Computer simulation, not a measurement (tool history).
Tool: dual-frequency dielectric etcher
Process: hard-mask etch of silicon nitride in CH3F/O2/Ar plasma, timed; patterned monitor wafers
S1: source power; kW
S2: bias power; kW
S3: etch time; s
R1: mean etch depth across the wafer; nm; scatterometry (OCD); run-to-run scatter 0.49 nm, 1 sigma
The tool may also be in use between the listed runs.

{"run": 1, "hour": 0.0, "S1": 0.53, "S2": 0.074, "S3": 155.0, "R1": 117.38}
{"run": 2, "hour": 8.7, "S1": 0.53, "S2": 0.074, "S3": 155.0, "R1": 118.4}
{"run": 3, "hour": 14.2, "S1": 0.53, "S2": 0.074, "S3": 142.5, "R1": 108.34}
{"run": 4, "hour": 14.9, "S1": 0.44, "S2": 0.074, "S3": 142.5, "R1": 101.88}
{"run": 5, "hour": 23.0, "S1": 0.44, "S2": 0.074, "S3": 142.5, "R1": 101.73}
{"run": 6, "hour": 26.1, "S1": 0.44, "S2": 0.074, "S3": 155.0, "R1": 111.21}
{"run": 7, "hour": 30.7, "S1": 0.43, "S2": 0.074, "S3": 155.0, "R1": 109.69}

Run 8, settings as shown, results not yet in. Your forecast:
{"run": 8, "hour": 31.5, "S1": 0.42, "S2": 0.074, "S3": 155.0, "R1": "?"}

{"run 8": {"R1": 108.54}}

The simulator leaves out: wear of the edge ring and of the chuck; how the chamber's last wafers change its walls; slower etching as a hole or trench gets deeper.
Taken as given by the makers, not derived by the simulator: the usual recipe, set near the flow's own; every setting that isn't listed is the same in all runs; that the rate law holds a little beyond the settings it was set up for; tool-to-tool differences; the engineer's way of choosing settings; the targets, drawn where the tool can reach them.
